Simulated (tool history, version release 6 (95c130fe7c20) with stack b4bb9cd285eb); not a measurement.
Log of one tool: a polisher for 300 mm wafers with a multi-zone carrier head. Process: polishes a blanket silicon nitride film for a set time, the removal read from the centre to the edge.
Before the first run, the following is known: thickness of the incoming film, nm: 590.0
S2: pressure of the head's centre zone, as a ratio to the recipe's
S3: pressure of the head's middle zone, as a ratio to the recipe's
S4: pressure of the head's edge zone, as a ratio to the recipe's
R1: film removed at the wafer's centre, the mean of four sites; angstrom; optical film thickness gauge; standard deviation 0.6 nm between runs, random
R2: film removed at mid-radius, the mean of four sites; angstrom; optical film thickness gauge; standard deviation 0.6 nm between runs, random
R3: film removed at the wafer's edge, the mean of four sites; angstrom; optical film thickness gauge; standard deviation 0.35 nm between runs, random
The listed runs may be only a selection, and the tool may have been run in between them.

run 1 hour=0 | flow_of_slurry_(ml/min)=165 S2=1 S3=1 S4=1 polishing_time_(s)=50 | R1=828.89 R2=815.94 R3=831.61
run 2 hour=8.3 | flow_of_slurry_(ml/min)=165 S2=1 S3=1.01 S4=0.98 polishing_time_(s)=48 | R1=792.96 R2=820.23 R3=794.14
run 3 hour=13 | flow_of_slurry_(ml/min)=165 S2=1.01 S3=1 S4=0.96 polishing_time_(s)=46 | R1=772.13 R2=764.79 R3=746.07
run 4 hour=16.8 | flow_of_slurry_(ml/min)=165 S2=1.01 S3=0.93 S4=0.96 polishing_time_(s)=46 | R1=757.07 R2=726.04 R3=756.93
run 5 hour=20.1 | flow_of_slurry_(ml/min)=160 S2=1.01 S3=0.94 S4=0.94 polishing_time_(s)=45 | R1=745.97 R2=710.41 R3=716.58
run 6 hour=28.6 | flow_of_slurry_(ml/min)=185 S2=1.01 S3=0.94 S4=0.94 polishing_time_(s)=45 | R1=766.76 R2=727.97 R3=739.12
run 7 hour=36.7 | flow_of_slurry_(ml/min)=180 S2=1.01 S3=0.94 S4=0.92 polishing_time_(s)=44 | R1=734.69 R2=707.41 R3=716.54
run 8 hour=37.4 | flow_of_slurry_(ml/min)=170 S2=1.01 S3=0.95 S4=0.91 polishing_time_(s)=43 | R1=740.04 R2=690.93 R3=688.5
run 9 hour=43.4 | flow_of_slurry_(ml/min)=165 S2=0.99 S3=0.96 S4=0.9 polishing_time_(s)=42 | R1=695.74 R2=673.88 R3=669.68
run 10 hour=49 | flow_of_slurry_(ml/min)=160 S2=0.99 S3=0.97 S4=0.89 polishing_time_(s)=41 | R1=665.23 R2=665.41 R3=643.25
run 11 hour=53.6 | flow_of_slurry_(ml/min)=155 S2=0.99 S3=0.98 S4=0.88 polishing_time_(s)=41 | R1=665.3 R2=661.98 R3=634.59
run 12 hour=56.6 | flow_of_slurry_(ml/min)=150 S2=0.99 S3=0.99 S4=0.87 polishing_time_(s)=41 | R1=659.15 R2=658.88 R3=624.85
run 13 hour=63.4 | flow_of_slurry_(ml/min)=150 S2=0.99 S3=0.99 S4=0.87 polishing_time_(s)=41 | R1=663.03 R2=670.33 R3=626.08

Predict the results of run 14:
run 14 hour=69.7 | flow_of_slurry_(ml/min)=145 S2=0.99 S3=0.99 S4=0.86 polishing_time_(s)=41 | R1=? R2=? R3=?

R1: 656.19 angstrom
R2: 662.45 angstrom
R3: 616.38 angstrom

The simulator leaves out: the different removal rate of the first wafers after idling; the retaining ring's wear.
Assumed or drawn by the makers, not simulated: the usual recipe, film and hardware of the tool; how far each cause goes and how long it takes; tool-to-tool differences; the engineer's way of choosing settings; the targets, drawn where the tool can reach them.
